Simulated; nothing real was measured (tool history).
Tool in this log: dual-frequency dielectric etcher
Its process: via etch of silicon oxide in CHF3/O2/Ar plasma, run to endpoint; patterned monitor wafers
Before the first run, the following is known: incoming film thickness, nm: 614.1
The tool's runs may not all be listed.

run  hour  source power (W)  bias power (W)  endpoint time (s)
  1   0.0               580             178             325.74
  2   4.1               620             178             315.79
  3  12.5               580             175             325.15
  4  19.3               540             171             336.26
  5  25.4               480             171             354.80
  6  31.6               480             201             342.36
  7  34.6               460             199             349.21
  8  39.0               450             198             348.75

Run 9, settings as shown, results not yet in. Your forecast:
  9  44.9               430             197                  ?

Run 9 yielded endpoint time (s) 359.21.
